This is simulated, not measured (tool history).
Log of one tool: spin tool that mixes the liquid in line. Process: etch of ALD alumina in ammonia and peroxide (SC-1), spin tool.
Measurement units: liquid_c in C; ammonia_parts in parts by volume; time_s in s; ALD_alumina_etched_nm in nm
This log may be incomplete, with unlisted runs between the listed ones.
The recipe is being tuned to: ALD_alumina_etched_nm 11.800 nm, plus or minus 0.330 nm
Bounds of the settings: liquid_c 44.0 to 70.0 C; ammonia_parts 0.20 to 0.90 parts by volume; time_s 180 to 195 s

Run 1, hour 0.0: liquid_c 60.0 C, ammonia_parts 0.50 parts by volume, time_s 180 s. Result: ALD_alumina_etched_nm 18.515 nm.
Run 2, hour 2.7: liquid_c 65.0 C, ammonia_parts 0.50 parts by volume, time_s 180 s. Result: ALD_alumina_etched_nm 23.710 nm.
Run 3, hour 10.1: liquid_c 65.0 C, ammonia_parts 0.50 parts by volume, time_s 180 s. Result: ALD_alumina_etched_nm 23.520 nm.
Run 4, hour 11.9: liquid_c 70.0 C, ammonia_parts 0.50 parts by volume, time_s 180 s. Result: ALD_alumina_etched_nm 30.898 nm.
Run 5, hour 16.9: liquid_c 64.0 C, ammonia_parts 0.50 parts by volume, time_s 180 s. Result: ALD_alumina_etched_nm 22.819 nm.
Run 6, hour 22.0: liquid_c 67.5 C, ammonia_parts 0.50 parts by volume, time_s 180 s. Result: ALD_alumina_etched_nm 26.688 nm.
Run 7, hour 27.2: liquid_c 62.0 C, ammonia_parts 0.50 parts by volume, time_s 180 s. Result: ALD_alumina_etched_nm 20.530 nm.
Run 8, hour 35.4: liquid_c 58.5 C, ammonia_parts 0.50 parts by volume, time_s 180 s. Result: ALD_alumina_etched_nm 17.217 nm.
Run 9, hour 41.2: liquid_c 56.0 C, ammonia_parts 0.50 parts by volume, time_s 180 s. Result: ALD_alumina_etched_nm 15.058 nm.
Run 10, hour 48.3: liquid_c 50.5 C, ammonia_parts 0.50 parts by volume, time_s 180 s. Result: ALD_alumina_etched_nm 11.170 nm.

Consider the 4 candidate settings below. Which is the only one whose results all fall within their allowed miss of target?
Run A, hour 55.4: liquid_c 50.0 C, ammonia_parts 0.50 parts by volume, time_s 180 s. Result: ALD_alumina_etched_nm ?.
Run B, hour 55.4: liquid_c 50.0 C, ammonia_parts 0.55 parts by volume, time_s 195 s. Result: ALD_alumina_etched_nm ?.
Run C, hour 55.4: liquid_c 48.0 C, ammonia_parts 0.70 parts by volume, time_s 195 s. Result: ALD_alumina_etched_nm ?.
Run D, hour 55.4: liquid_c 51.0 C, ammonia_parts 0.35 parts by volume, time_s 180 s. Result: ALD_alumina_etched_nm ?.

move  ALD_alumina_etched_nm
   A                 10.954
   B                 11.974
   C                 10.967
   D                 11.186
A: the biggest miss grows against the last run
B: in spec on every target
C: the biggest miss grows against the last run
D: neither nearer nor further off than the last run
Correct choice: B, which meets every target

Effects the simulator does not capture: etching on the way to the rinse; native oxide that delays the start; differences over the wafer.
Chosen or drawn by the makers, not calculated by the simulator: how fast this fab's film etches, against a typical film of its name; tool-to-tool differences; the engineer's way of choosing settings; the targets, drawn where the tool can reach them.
